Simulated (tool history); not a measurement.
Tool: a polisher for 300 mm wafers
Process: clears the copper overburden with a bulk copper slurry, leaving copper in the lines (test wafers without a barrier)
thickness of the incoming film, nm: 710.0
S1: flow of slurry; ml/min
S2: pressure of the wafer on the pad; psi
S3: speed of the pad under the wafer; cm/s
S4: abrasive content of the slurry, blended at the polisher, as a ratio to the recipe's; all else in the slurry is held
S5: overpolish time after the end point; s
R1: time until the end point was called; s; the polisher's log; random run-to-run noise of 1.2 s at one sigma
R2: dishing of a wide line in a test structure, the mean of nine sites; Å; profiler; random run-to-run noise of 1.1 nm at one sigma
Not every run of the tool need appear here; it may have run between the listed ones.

| run | hour | S1 | S2 | S3 | S4 | S5 | R1 | R2 |
|---|---|---|---|---|---|---|---|---|
| 1 | 0.0 | 245 | 2.5 | 128 | 1.0 | 15 | 65.354 | 944.34 |
| 2 | 6.6 | 245 | 2.4 | 128 | 1.0 | 14 | 66.205 | 909.22 |
| 3 | 12.8 | 245 | 2.3 | 128 | 1.0 | 13 | 69.816 | 799.99 |
| 4 | 14.6 | 245 | 2.2 | 128 | 1.0 | 13 | 72.400 | 798.88 |
| 5 | 18.4 | 200 | 2.2 | 128 | 1.0 | 13 | 73.936 | 752.88 |
| 6 | 25.8 | 200 | 2.2 | 128 | 1.1 | 13 | 72.769 | 779.17 |

Predict the results of run 7:
| 7 | 29.7 | 200 | 2.1 | 128 | 1.1 | 12 | ? | ? |

R1: 76.458 s
R2: 751.55 Å

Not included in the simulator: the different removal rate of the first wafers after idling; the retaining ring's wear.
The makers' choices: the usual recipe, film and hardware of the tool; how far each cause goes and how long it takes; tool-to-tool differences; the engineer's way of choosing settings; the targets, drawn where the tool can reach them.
